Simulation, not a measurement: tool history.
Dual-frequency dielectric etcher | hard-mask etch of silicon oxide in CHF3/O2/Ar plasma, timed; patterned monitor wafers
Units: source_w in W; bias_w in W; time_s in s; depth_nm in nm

run 1 hour=0 | source_w=680 bias_w=217 time_s=21.5 | depth_nm=46.145
run 2 hour=4.8 | source_w=680 bias_w=217 time_s=22.5 | depth_nm=47.954
run 3 hour=8 | source_w=680 bias_w=200 time_s=22.5 | depth_nm=46.77
run 4 hour=11.1 | source_w=630 bias_w=197 time_s=22.5 | depth_nm=45.78
run 5 hour=12.4 | source_w=590 bias_w=190 time_s=22.5 | depth_nm=44.605
run 6 hour=18.7 | source_w=560 bias_w=183 time_s=22.5 | depth_nm=43.568
run 7 hour=21.7 | source_w=530 bias_w=178 time_s=22.5 | depth_nm=42.808

Run 8 comes next. What will it give?
run 8 hour=26.5 | source_w=510 bias_w=174 time_s=22.5 | depth_nm=?

Run 8 gave depth_nm 42.002 nm.

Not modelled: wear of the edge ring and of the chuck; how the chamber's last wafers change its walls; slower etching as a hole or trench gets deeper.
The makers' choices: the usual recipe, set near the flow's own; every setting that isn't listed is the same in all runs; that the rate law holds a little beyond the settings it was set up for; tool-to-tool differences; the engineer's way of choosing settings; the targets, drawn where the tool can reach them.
